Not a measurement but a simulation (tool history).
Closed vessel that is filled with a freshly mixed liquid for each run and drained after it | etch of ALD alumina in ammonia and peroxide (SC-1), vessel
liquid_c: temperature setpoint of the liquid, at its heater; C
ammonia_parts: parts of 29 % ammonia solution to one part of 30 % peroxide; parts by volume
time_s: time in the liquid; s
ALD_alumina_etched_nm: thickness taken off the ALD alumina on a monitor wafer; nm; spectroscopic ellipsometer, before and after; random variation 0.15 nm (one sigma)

{"run": 1, "hour": 0.0, "liquid_c": 60, "ammonia_parts": 0.6, "time_s": 235, "ALD_alumina_etched_nm": 17.865}
{"run": 2, "hour": 1.9, "liquid_c": 60.5, "ammonia_parts": 0.6, "time_s": 235, "ALD_alumina_etched_nm": 18.156}
{"run": 3, "hour": 3.9, "liquid_c": 60.5, "ammonia_parts": 0.6, "time_s": 255, "ALD_alumina_etched_nm": 20.058}
{"run": 4, "hour": 10.5, "liquid_c": 60.5, "ammonia_parts": 0.6, "time_s": 255, "ALD_alumina_etched_nm": 19.807}
{"run": 5, "hour": 13.9, "liquid_c": 60.5, "ammonia_parts": 0.4, "time_s": 255, "ALD_alumina_etched_nm": 18.905}
{"run": 6, "hour": 23.0, "liquid_c": 60.5, "ammonia_parts": 0.4, "time_s": 235, "ALD_alumina_etched_nm": 17.629}
{"run": 7, "hour": 24.1, "liquid_c": 61, "ammonia_parts": 0.4, "time_s": 235, "ALD_alumina_etched_nm": 18.083}
{"run": 8, "hour": 27.0, "liquid_c": 61.5, "ammonia_parts": 0.4, "time_s": 235, "ALD_alumina_etched_nm": 18.571}
{"run": 9, "hour": 31.8, "liquid_c": 62, "ammonia_parts": 0.4, "time_s": 235, "ALD_alumina_etched_nm": 18.888}

The next listed run, before its measurement:
{"run": 10, "hour": 37.6, "liquid_c": 62.5, "ammonia_parts": 0.4, "time_s": 235, "ALD_alumina_etched_nm": "?"}

ALD_alumina_etched_nm: 19.5 nm
